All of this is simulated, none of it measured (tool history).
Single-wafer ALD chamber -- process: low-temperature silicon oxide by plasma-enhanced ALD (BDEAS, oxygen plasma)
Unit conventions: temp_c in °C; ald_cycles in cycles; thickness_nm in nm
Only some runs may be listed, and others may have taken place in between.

| run | hour | temp_c | ald_cycles | thickness_nm |
|---|---|---|---|---|
| 1 | 0 | 105 | 49 | 7.3638 |
| 2 | 4.1 | 107 | 48 | 7.2293 |
| 3 | 5.4 | 107 | 44 | 6.5919 |
| 4 | 8.6 | 106 | 44 | 6.5706 |
| 5 | 16.4 | 106 | 50 | 7.5336 |
| 6 | 17.1 | 111 | 50 | 7.4724 |
| 7 | 23.6 | 111 | 50 | 7.3587 |
| 8 | 29.9 | 115 | 50 | 7.3616 |
| 9 | 38 | 117 | 49 | 7.2229 |

Forecast run 10:
| 10 | 41.4 | 118 | 48 | ? |

thickness_nm: 7.0803 nm
